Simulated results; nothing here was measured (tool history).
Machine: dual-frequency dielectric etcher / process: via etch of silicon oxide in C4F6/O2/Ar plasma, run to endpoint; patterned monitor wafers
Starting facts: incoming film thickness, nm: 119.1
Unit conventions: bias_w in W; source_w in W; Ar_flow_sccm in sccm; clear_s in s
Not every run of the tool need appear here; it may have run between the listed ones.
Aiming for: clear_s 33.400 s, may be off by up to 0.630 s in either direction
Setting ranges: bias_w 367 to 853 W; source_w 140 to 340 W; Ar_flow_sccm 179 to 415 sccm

run  hour  bias_w  source_w  Ar_flow_sccm  clear_s
  1   0.0     610       240           297   29.264
  2   1.1     556       240           298   29.699
  3   8.6     482       240           298   30.941
  4  16.2     482       240           347   30.968
  5  25.2     549       240           347   30.213
  6  31.2     481       240           347   31.086
  7  31.7     453       230           348   31.835
  8  38.8     432       230           349   32.256
     45.5  -- wet clean of the chamber
  9  45.5     416       230           349   31.238
 10  54.2     403       210           356   32.428
 11  62.9     403       210           356   32.433

Which of these 4 next moves meets every target?
  A  71.6     367       220           310        ?
  B  71.6     383       210           413        ?
  C  71.6     367       240           363        ?
  D  71.6     367       240           387        ?

move  clear_s
   A   32.394
   B   33.682
   C   31.745
   D   31.936
A: no nearer and no further than the last run
B: each result inside its tolerance
C: further off than the last run
D: further off than the last run
So the answer is move B, the one that meets all the targets.

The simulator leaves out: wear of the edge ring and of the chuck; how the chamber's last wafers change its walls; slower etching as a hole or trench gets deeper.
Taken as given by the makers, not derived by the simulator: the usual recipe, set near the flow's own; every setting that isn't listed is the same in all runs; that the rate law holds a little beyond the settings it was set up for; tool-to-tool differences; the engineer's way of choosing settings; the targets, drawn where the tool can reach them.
